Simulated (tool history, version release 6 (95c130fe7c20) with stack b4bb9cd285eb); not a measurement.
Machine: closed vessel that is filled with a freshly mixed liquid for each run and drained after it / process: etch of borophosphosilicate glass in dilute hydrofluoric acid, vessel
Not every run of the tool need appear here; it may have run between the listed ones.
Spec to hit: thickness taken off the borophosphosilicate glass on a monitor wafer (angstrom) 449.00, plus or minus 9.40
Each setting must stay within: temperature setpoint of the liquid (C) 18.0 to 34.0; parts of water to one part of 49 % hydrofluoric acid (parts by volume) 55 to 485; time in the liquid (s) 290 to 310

run  hour  temperature setpoint of the liquid (C)  parts of water to one part of 49 % hydrofluoric acid (parts by volume)  time in the liquid (s)  thickness taken off the borophosphosilicate glass on a monitor wafer (angstrom)
  1   0.0                                    26.0                                                                     270                     290                                                                           230.69
  2   4.5                                    23.0                                                                     270                     290                                                                           206.91
  3   5.0                                    23.0                                                                     185                     290                                                                           333.07
  4   6.6                                    23.0                                                                     230                     290                                                                           254.31
  5  13.8                                    26.5                                                                     220                     290                                                                           302.30
  6  16.7                                    26.5                                                                     185                     290                                                                           376.65
  7  19.0                                    28.0                                                                     185                     290                                                                           394.86
  8  21.2                                    29.0                                                                     185                     290                                                                           409.67
  9  28.8                                    30.0                                                                     185                     290                                                                           426.49
 10  29.4                                    30.5                                                                     185                     290                                                                           435.56

4 candidate next runs follow, results not yet known. Just one meets every target within its allowed miss. Identify it.
  A  30.0                                    28.5                                                                     180                     290                                                                                ?
  B  30.0                                    32.5                                                                     210                     310                                                                                ?
  C  30.0                                    30.5                                                                     195                     295                                                                                ?
  D  30.0                                    31.5                                                                     190                     300                                                                                ?

move  thickness taken off the borophosphosilicate glass on a monitor wafer (angstrom)
   A                                                                           414.50
   B                                                                           419.97
   C                                                                           409.85
   D                                                                           445.54
A: misses by more than the last run did
B: misses by more than the last run did
C: misses by more than the last run did
D: each result inside its tolerance
The right move is D.
